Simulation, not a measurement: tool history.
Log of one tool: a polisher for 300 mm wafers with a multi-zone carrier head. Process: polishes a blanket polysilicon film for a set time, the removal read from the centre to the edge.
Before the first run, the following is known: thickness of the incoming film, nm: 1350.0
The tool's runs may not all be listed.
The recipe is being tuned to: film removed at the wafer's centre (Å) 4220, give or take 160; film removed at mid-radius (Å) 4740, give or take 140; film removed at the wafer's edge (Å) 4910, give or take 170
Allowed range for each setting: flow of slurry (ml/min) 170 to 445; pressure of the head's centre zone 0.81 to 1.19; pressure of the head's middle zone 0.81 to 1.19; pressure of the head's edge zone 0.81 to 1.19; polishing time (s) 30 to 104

run	hour	flow of slurry (ml/min)	pressure of the head's centre zone	pressure of the head's middle zone	pressure of the head's edge zone	polishing time (s)	film removed at the wafer's centre (Å)	film removed at mid-radius (Å)	film removed at the wafer's edge (Å)
1	0	285	1	1	1	67	4461.6	4552.1	4338.8
2	1.5	320	1	1	1	67	4512.2	4608	4486
3	7.4	255	1	1	1	67	4425.1	4568.2	4367.1
4	14.6	255	1	1	1	54	3591.9	3625.8	3542.4
5	15.5	270	0.99	1.01	1.04	57	3751.6	3901	3926.2
6	17.3	280	1	1.04	1.07	58	3838.7	4038.6	3992.4
7	24.3	290	1	1.05	1.09	59	3982.6	4195.7	4136
8	32	300	0.99	1.05	1.11	60	4045.3	4237.3	4225.1
9	35.2	305	0.97	1.05	1.13	61	4032.3	4406.2	4278.9
# hour 42.7: worn pad replaced by a new one
10	42.7	295	0.95	1.02	1.14	63	4449.7	4838.7	4846.3

5 candidate next runs follow, results not yet known. Just one meets every target within its allowed miss. Identify it.
A	50.2	345	0.85	0.98	1.11	63	?	?	?
B	50.2	280	0.97	1.07	1.09	65	?	?	?
C	50.2	380	0.99	0.99	1.19	62	?	?	?
D	50.2	310	0.99	1.06	1.09	60	?	?	?
E	50.2	300	0.91	1.09	1.09	63	?	?	?

move	film removed at the wafer's centre (Å)	film removed at mid-radius (Å)	film removed at the wafer's edge (Å)
A	4244.1	4717.2	4851.6
B	4716.5	5139.2	4880.2
C	4703.9	4715.7	4978.5
D	4468.5	4753.2	4540
E	4397.8	5096.8	4753.8
A: every result within its allowed miss
B: misses by more than the last run did
C: misses by more than the last run did
D: misses by more than the last run did
E: misses by more than the last run did
Correct choice: A, which meets every target
